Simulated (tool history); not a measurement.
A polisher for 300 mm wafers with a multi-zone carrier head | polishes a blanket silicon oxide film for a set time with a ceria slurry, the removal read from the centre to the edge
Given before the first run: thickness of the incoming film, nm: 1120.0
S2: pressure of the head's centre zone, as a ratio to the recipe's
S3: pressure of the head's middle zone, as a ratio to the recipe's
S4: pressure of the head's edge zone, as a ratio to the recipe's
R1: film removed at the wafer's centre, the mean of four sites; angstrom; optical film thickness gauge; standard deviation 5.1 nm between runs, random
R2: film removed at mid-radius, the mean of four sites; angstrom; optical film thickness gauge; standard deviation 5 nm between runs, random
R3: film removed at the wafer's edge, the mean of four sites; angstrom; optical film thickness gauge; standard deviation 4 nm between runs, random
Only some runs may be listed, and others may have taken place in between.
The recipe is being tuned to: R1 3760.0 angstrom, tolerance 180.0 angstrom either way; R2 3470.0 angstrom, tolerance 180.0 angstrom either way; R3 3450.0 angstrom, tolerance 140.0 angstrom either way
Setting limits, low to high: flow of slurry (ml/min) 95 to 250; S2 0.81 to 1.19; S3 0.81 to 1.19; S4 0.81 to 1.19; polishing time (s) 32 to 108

Run 1, hour 0.0: flow of slurry (ml/min) 160, S2 1.00, S3 1.00, S4 1.00, polishing time (s) 70. Result: R1 4998.6 angstrom, R2 4615.3 angstrom, R3 4842.0 angstrom.
Run 2, hour 8.3: flow of slurry (ml/min) 160, S2 1.00, S3 1.00, S4 1.07, polishing time (s) 70. Result: R1 4840.1 angstrom, R2 4647.0 angstrom, R3 4989.7 angstrom.
Run 3, hour 9.8: flow of slurry (ml/min) 185, S2 1.00, S3 1.00, S4 1.07, polishing time (s) 70. Result: R1 4985.0 angstrom, R2 4782.0 angstrom, R3 5051.1 angstrom.
Run 4, hour 11.1: flow of slurry (ml/min) 185, S2 1.00, S3 0.93, S4 1.07, polishing time (s) 70. Result: R1 5006.5 angstrom, R2 4609.5 angstrom, R3 5032.9 angstrom.
Run 5, hour 15.8: flow of slurry (ml/min) 185, S2 1.00, S3 0.93, S4 1.07, polishing time (s) 81. Result: R1 5727.7 angstrom, R2 5319.4 angstrom, R3 5909.6 angstrom.
Run 6, hour 22.1: flow of slurry (ml/min) 185, S2 1.00, S3 0.89, S4 1.07, polishing time (s) 81. Result: R1 5850.2 angstrom, R2 5118.2 angstrom, R3 5797.6 angstrom.
Run 7, hour 29.4: flow of slurry (ml/min) 185, S2 0.98, S3 0.90, S4 1.02, polishing time (s) 73. Result: R1 5075.1 angstrom, R2 4641.0 angstrom, R3 5158.9 angstrom.
Run 8, hour 31.3: flow of slurry (ml/min) 185, S2 0.99, S3 0.92, S4 0.99, polishing time (s) 66. Result: R1 4732.1 angstrom, R2 4302.6 angstrom, R3 4575.3 angstrom.
Run 9, hour 33.7: flow of slurry (ml/min) 185, S2 0.98, S3 0.92, S4 0.96, polishing time (s) 61. Result: R1 4202.3 angstrom, R2 3984.5 angstrom, R3 4197.2 angstrom.
Run 10, hour 37.2: flow of slurry (ml/min) 185, S2 0.99, S3 0.92, S4 0.93, polishing time (s) 58. Result: R1 4087.5 angstrom, R2 3812.7 angstrom, R3 3924.1 angstrom.
Run 11, hour 43.6: flow of slurry (ml/min) 180, S2 0.99, S3 0.92, S4 0.91, polishing time (s) 57. Result: R1 3965.0 angstrom, R2 3585.9 angstrom, R3 3764.0 angstrom.
Run 12, hour 46.0: flow of slurry (ml/min) 180, S2 0.99, S3 0.93, S4 0.89, polishing time (s) 56. Result: R1 3926.1 angstrom, R2 3649.3 angstrom, R3 3699.8 angstrom.
Run 13, hour 50.8: flow of slurry (ml/min) 175, S2 0.99, S3 0.93, S4 0.87, polishing time (s) 56. Result: R1 3855.2 angstrom, R2 3622.9 angstrom, R3 3629.8 angstrom.
Run 14, hour 52.9: flow of slurry (ml/min) 170, S2 0.99, S3 0.93, S4 0.86, polishing time (s) 56. Result: R1 3905.0 angstrom, R2 3551.6 angstrom, R3 3616.2 angstrom.
Run 15, hour 59.2: flow of slurry (ml/min) 170, S2 0.99, S3 0.93, S4 0.85, polishing time (s) 56. Result: R1 4016.2 angstrom, R2 3602.4 angstrom, R3 3595.8 angstrom.

Exactly one of the 5 candidate moves below puts every result within its allowed miss. Which one?
Run A, hour 65.5: flow of slurry (ml/min) 165, S2 1.13, S3 0.86, S4 0.81, polishing time (s) 57. Result: R1 ?, R2 ?, R3 ?.
Run B, hour 65.5: flow of slurry (ml/min) 180, S2 1.01, S3 0.94, S4 0.83, polishing time (s) 57. Result: R1 ?, R2 ?, R3 ?.
Run C, hour 65.5: flow of slurry (ml/min) 160, S2 1.00, S3 0.93, S4 0.83, polishing time (s) 54. Result: R1 ?, R2 ?, R3 ?.
Run D, hour 65.5: flow of slurry (ml/min) 165, S2 0.91, S3 0.86, S4 0.96, polishing time (s) 56. Result: R1 ?, R2 ?, R3 ?.
Run E, hour 65.5: flow of slurry (ml/min) 155, S2 1.03, S3 0.97, S4 0.81, polishing time (s) 59. Result: R1 ?, R2 ?, R3 ?.

move      R1      R2      R3
   A  4394.0  3367.9  3578.1
   B  3995.3  3684.9  3653.9
   C  3658.2  3386.8  3408.5
   D  3470.8  3312.0  3797.5
   E  4090.0  3808.7  3665.9
A: its largest miss is bigger than the last run's
B: about the same distance from the targets as the last run
C: hits every target within its allowed miss
D: takes the result that was furthest off past its target
E: its largest miss is bigger than the last run's
The move that meets every target is C.
